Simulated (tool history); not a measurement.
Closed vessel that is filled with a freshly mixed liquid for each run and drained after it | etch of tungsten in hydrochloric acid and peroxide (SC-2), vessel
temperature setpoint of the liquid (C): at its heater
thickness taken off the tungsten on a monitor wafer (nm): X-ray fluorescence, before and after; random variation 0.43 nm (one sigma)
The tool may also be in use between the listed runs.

run    day  temperature setpoint of the liquid (C)  parts of water to one part each of 37 % hydrochloric acid and 30 % peroxide (parts by volume)  time in the liquid (s)  thickness taken off the tungsten on a monitor wafer (nm)
  1  0.000                                    65.0                                                                                            7.0                      35                                                    46.857
  2  0.262                                    65.5                                                                                            7.0                      35                                                    48.283
  3  0.471                                    65.5                                                                                            7.0                      30                                                    42.128
  4  0.558                                    65.5                                                                                            9.5                      30                                                    32.683
  5  0.867                                    66.5                                                                                            9.5                      30                                                    34.076
  6  1.150                                    62.5                                                                                            9.5                      30                                                    27.248

Forecast run 7:
  7  1.500                                    62.5                                                                                            9.5                      30                                                         ?

Run 7 gave thickness taken off the tungsten on a monitor wafer (nm) 26.842.

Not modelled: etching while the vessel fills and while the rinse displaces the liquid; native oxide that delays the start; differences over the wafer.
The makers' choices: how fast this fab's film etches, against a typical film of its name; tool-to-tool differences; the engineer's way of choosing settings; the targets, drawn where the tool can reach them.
